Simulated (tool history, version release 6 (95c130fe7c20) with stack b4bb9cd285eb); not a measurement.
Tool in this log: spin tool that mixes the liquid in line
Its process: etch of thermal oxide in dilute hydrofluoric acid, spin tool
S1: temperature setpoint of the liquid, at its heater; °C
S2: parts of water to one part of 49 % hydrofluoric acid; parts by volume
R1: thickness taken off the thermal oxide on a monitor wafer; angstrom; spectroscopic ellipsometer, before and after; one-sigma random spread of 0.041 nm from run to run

run 1 day=0.000 | S1=22.0 S2=95 time_under_the_liquid_(s)=70 | R1=29.299
run 2 day=0.354 | S1=24.0 S2=90 time_under_the_liquid_(s)=70 | R1=32.924
run 3 day=0.633 | S1=24.0 S2=110 time_under_the_liquid_(s)=70 | R1=26.666
run 4 day=0.979 | S1=24.0 S2=145 time_under_the_liquid_(s)=70 | R1=19.172
run 5 day=1.162 | S1=26.0 S2=145 time_under_the_liquid_(s)=70 | R1=20.567
run 6 day=1.354 | S1=27.0 S2=130 time_under_the_liquid_(s)=70 | R1=24.782

What will run 7 give?
run 7 day=1.488 | S1=27.5 S2=115 time_under_the_liquid_(s)=70 | R1=?

{"run 7": {"R1": 28.766}}
